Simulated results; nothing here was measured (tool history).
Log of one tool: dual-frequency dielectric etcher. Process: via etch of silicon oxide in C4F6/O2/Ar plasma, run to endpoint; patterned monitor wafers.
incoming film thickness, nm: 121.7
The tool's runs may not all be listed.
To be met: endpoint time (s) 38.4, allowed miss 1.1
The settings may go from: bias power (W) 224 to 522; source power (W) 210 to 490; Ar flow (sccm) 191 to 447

| run | hour | bias power (W) | source power (W) | Ar flow (sccm) | endpoint time (s) |
|---|---|---|---|---|---|
| 1 | 0 | 373 | 350 | 319 | 32.921 |
| 2 | 8.6 | 373 | 350 | 354 | 32.726 |
| 3 | 14.3 | 373 | 390 | 354 | 31.606 |
| 4 | 17.5 | 426 | 390 | 354 | 29.831 |
| 5 | 25.2 | 391 | 370 | 355 | 31.924 |
| 6 | 28.2 | 391 | 410 | 355 | 30.899 |
| 7 | 32.3 | 358 | 400 | 356 | 31.943 |
| 8 | 34.3 | 333 | 380 | 357 | 33.35 |
| 9 | 42.5 | 313 | 370 | 358 | 34.297 |
| 10 | 45.6 | 297 | 360 | 359 | 36.049 |
| 11 | 47 | 288 | 360 | 359 | 35.744 |
| 12 | 47.8 | 277 | 360 | 360 | 36.36 |
| 13 | 51.3 | 269 | 360 | 360 | 36.508 |
| 14 | 60 | 269 | 360 | 360 | 36.483 |
| 15 | 67.9 | 262 | 360 | 361 | 37.742 |
| 16 | 73.7 | 260 | 360 | 361 | 37.247 |

5 next moves are on the table. One of them brings every result within its allowed miss. Which?
| A | 79.5 | 285 | 320 | 398 | ? |
| B | 79.5 | 224 | 470 | 288 | ? |
| C | 79.5 | 263 | 390 | 376 | ? |
| D | 79.5 | 270 | 380 | 355 | ? |
| E | 79.5 | 285 | 350 | 312 | ? |

| move | endpoint time (s) |
|---|---|
| A | 37.477 |
| B | 34.046 |
| C | 35.476 |
| D | 35.361 |
| E | 35.495 |
A: meets every target
B: further off than the last run
C: further off than the last run
D: further off than the last run
E: further off than the last run
The right move is A.
